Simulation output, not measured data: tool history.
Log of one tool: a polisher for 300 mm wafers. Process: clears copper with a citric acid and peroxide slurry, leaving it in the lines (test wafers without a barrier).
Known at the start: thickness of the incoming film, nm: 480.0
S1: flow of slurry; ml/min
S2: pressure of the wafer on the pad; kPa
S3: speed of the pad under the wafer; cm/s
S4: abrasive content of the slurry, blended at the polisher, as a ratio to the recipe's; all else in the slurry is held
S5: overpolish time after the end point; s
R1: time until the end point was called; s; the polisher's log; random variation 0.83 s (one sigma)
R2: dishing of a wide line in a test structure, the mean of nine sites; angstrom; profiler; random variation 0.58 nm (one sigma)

{"run": 1, "hour": 0.0, "S1": 125, "S2": 28.3, "S3": 138, "S4": 1, "S5": 10, "R1": 146.86, "R2": 249.21}
{"run": 2, "hour": 8.3, "S1": 145, "S2": 28.3, "S3": 138, "S4": 1, "S5": 10, "R1": 141.44, "R2": 246.07}
{"run": 3, "hour": 14.5, "S1": 165, "S2": 28.3, "S3": 138, "S4": 1, "S5": 10, "R1": 138.58, "R2": 260.96}
{"run": 4, "hour": 22.0, "S1": 165, "S2": 28.3, "S3": 168, "S4": 1, "S5": 10, "R1": 118.66, "R2": 279.62}
{"run": 5, "hour": 24.2, "S1": 165, "S2": 28.3, "S3": 144, "S4": 1, "S5": 10, "R1": 134.18, "R2": 251.68}
{"run": 6, "hour": 26.6, "S1": 165, "S2": 25.5, "S3": 144, "S4": 1, "S5": 10, "R1": 149.68, "R2": 236.44}

Forecast run 7:
{"run": 7, "hour": 28.0, "S1": 165, "S2": 29, "S3": 146, "S4": 1, "S5": 9, "R1": "?", "R2": "?"}

Run 7 gave R1 129.47 s, R2 239.52 angstrom.

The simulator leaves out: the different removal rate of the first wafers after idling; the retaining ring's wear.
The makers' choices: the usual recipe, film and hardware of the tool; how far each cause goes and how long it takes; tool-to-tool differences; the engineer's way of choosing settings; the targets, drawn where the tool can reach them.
